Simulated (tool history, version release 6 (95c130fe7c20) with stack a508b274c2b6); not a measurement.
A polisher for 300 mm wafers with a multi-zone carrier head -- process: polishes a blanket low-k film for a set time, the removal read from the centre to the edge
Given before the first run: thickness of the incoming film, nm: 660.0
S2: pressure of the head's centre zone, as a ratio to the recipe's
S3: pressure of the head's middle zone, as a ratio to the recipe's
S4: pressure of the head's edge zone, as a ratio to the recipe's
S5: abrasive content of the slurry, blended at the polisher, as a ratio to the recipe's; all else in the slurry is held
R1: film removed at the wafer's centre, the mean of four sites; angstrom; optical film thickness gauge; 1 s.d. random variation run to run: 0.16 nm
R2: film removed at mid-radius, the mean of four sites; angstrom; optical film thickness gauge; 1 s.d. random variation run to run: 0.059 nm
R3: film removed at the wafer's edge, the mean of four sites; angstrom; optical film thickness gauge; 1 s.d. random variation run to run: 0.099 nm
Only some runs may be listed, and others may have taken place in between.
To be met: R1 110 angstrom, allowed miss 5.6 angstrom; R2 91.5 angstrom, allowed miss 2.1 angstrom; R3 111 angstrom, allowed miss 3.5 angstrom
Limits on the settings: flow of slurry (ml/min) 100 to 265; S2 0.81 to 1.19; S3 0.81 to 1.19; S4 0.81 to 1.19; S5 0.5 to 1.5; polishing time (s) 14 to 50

run 1 hour=0 | flow_of_slurry_(ml/min)=170 S2=1 S3=1 S4=1 S5=1 polishing_time_(s)=32 | R1=144.93 R2=148.72 R3=152.76
run 2 hour=8.9 | flow_of_slurry_(ml/min)=170 S2=1 S3=1 S4=1 S5=1 polishing_time_(s)=26 | R1=122.72 R2=121.13 R3=121.7
run 3 hour=9.8 | flow_of_slurry_(ml/min)=160 S2=1 S3=0.97 S4=1 S5=1 polishing_time_(s)=26 | R1=119.29 R2=116.38 R3=121.71
run 4 hour=13.9 | flow_of_slurry_(ml/min)=155 S2=1.01 S3=0.95 S4=0.99 S5=1 polishing_time_(s)=26 | R1=118.08 R2=113.08 R3=123.51
run 5 hour=17.3 | flow_of_slurry_(ml/min)=155 S2=1.02 S3=0.94 S4=0.98 S5=0.95 polishing_time_(s)=26 | R1=116.82 R2=110.31 R3=119.25
run 6 hour=19 | flow_of_slurry_(ml/min)=155 S2=1.02 S3=0.94 S4=0.98 S5=0.95 polishing_time_(s)=31 | R1=140.52 R2=131.35 R3=142.35
run 7 hour=20.7 | flow_of_slurry_(ml/min)=150 S2=1.02 S3=0.92 S4=0.97 S5=0.9 polishing_time_(s)=31 | R1=135.75 R2=125.95 R3=135.88
run 8 hour=21.3 | flow_of_slurry_(ml/min)=145 S2=1.02 S3=0.9 S4=0.98 S5=0.85 polishing_time_(s)=31 | R1=134.73 R2=120.46 R3=134.11
run 9 hour=25.7 | flow_of_slurry_(ml/min)=140 S2=1.01 S3=0.89 S4=0.99 S5=0.8 polishing_time_(s)=31 | R1=129.49 R2=113.78 R3=131.22
run 10 hour=34 | flow_of_slurry_(ml/min)=110 S2=0.97 S3=0.81 S4=0.89 S5=0.55 polishing_time_(s)=31 | R1=95.715 R2=84.267 R3=102.79

Which single option among these 5 for the next run brings every result within its allowed miss of target? Just one does.
run A hour=42.3 | flow_of_slurry_(ml/min)=120 S2=1.06 S3=0.82 S4=0.91 S5=0.6 polishing_time_(s)=25 | R1=? R2=? R3=?
run B hour=42.3 | flow_of_slurry_(ml/min)=100 S2=0.81 S3=0.84 S4=0.97 S5=0.65 polishing_time_(s)=27 | R1=? R2=? R3=?
run C hour=42.3 | flow_of_slurry_(ml/min)=125 S2=0.94 S3=0.99 S4=0.87 S5=0.8 polishing_time_(s)=24 | R1=? R2=? R3=?
run D hour=42.3 | flow_of_slurry_(ml/min)=145 S2=1.01 S3=0.81 S4=0.96 S5=0.5 polishing_time_(s)=33 | R1=? R2=? R3=?
run E hour=42.3 | flow_of_slurry_(ml/min)=155 S2=1.17 S3=1.02 S4=0.88 S5=0.75 polishing_time_(s)=23 | R1=? R2=? R3=?

move=A R1=90.759 R2=73.346 R3=88.632
move=B R1=76.65 R2=79.164 R3=97.569
move=C R1=91.065 R2=94.696 R3=95.803
move=D R1=111.65 R2=92.374 R3=113.25
move=E R1=107.64 R2=95.128 R3=92.874
A: lands further from the targets than the last run did
B: lands further from the targets than the last run did
C: pushes the last run's worst result past its target
D: every result lands within tolerance
E: pushes the last run's worst result past its target
Answer: D
